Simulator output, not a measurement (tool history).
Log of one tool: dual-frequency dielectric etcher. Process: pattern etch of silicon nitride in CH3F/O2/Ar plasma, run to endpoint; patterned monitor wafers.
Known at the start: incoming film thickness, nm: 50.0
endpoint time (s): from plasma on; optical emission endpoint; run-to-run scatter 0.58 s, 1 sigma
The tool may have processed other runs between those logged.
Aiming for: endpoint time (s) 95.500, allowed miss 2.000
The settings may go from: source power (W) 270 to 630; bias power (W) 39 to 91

run 1 hour=0.0 | source_power_(W)=450 bias_power_(W)=65 | endpoint_time_(s)=72.387
run 2 hour=4.5 | source_power_(W)=410 bias_power_(W)=60 | endpoint_time_(s)=76.831
run 3 hour=8.2 | source_power_(W)=380 bias_power_(W)=56 | endpoint_time_(s)=81.475
run 4 hour=12.9 | source_power_(W)=360 bias_power_(W)=54 | endpoint_time_(s)=84.875
run 5 hour=17.9 | source_power_(W)=360 bias_power_(W)=47 | endpoint_time_(s)=87.866
run 6 hour=24.1 | source_power_(W)=350 bias_power_(W)=47 | endpoint_time_(s)=89.336
run 7 hour=26.7 | source_power_(W)=340 bias_power_(W)=47 | endpoint_time_(s)=90.194
run 8 hour=32.4 | source_power_(W)=330 bias_power_(W)=47 | endpoint_time_(s)=91.965
run 9 hour=34.4 | source_power_(W)=320 bias_power_(W)=47 | endpoint_time_(s)=92.775

Which one of the following 4 next-run settings gets every result inside its allowed miss? There is exactly one.
run A hour=36.4 | source_power_(W)=320 bias_power_(W)=43 | endpoint_time_(s)=?
run B hour=36.4 | source_power_(W)=310 bias_power_(W)=39 | endpoint_time_(s)=?
run C hour=36.4 | source_power_(W)=290 bias_power_(W)=56 | endpoint_time_(s)=?
run D hour=36.4 | source_power_(W)=290 bias_power_(W)=57 | endpoint_time_(s)=?

move=A endpoint_time_(s)=96.144
move=B endpoint_time_(s)=100.920
move=C endpoint_time_(s)=90.906
move=D endpoint_time_(s)=90.300
A: every result lands within tolerance
B: the result that was furthest off in the last run now lies on the other side of its target
C: moves away from the targets compared with the last run
D: moves away from the targets compared with the last run
Correct choice: A, which meets every target
